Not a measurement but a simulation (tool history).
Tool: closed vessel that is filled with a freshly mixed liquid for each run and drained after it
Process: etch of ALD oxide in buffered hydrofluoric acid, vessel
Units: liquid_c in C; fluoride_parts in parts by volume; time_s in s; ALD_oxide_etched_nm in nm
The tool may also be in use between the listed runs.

{"run": 1, "hour": 0.0, "liquid_c": 20.0, "fluoride_parts": 9.5, "time_s": 85, "ALD_oxide_etched_nm": 159.49}
{"run": 2, "hour": 1.5, "liquid_c": 19.5, "fluoride_parts": 10.5, "time_s": 85, "ALD_oxide_etched_nm": 142.35}
{"run": 3, "hour": 7.8, "liquid_c": 19.5, "fluoride_parts": 10.5, "time_s": 85, "ALD_oxide_etched_nm": 142.8}
{"run": 4, "hour": 10.1, "liquid_c": 19.5, "fluoride_parts": 10.5, "time_s": 95, "ALD_oxide_etched_nm": 157.86}
{"run": 5, "hour": 17.5, "liquid_c": 19.5, "fluoride_parts": 7.5, "time_s": 95, "ALD_oxide_etched_nm": 218.04}
{"run": 6, "hour": 21.7, "liquid_c": 19.0, "fluoride_parts": 9.0, "time_s": 95, "ALD_oxide_etched_nm": 174.97}
{"run": 7, "hour": 30.1, "liquid_c": 17.0, "fluoride_parts": 12.0, "time_s": 95, "ALD_oxide_etched_nm": 122.44}
{"run": 8, "hour": 37.7, "liquid_c": 17.0, "fluoride_parts": 15.0, "time_s": 90, "ALD_oxide_etched_nm": 93.543}
{"run": 9, "hour": 38.8, "liquid_c": 17.0, "fluoride_parts": 15.5, "time_s": 90, "ALD_oxide_etched_nm": 89.193}

For run 10, what comes out?
{"hour": 44.0, "done": "thermometer replaced"}
{"run": 10, "hour": 44.0, "liquid_c": 17.0, "fluoride_parts": 16.0, "time_s": 90, "ALD_oxide_etched_nm": "?"}

Run 10 produced ALD_oxide_etched_nm 78.172 nm.

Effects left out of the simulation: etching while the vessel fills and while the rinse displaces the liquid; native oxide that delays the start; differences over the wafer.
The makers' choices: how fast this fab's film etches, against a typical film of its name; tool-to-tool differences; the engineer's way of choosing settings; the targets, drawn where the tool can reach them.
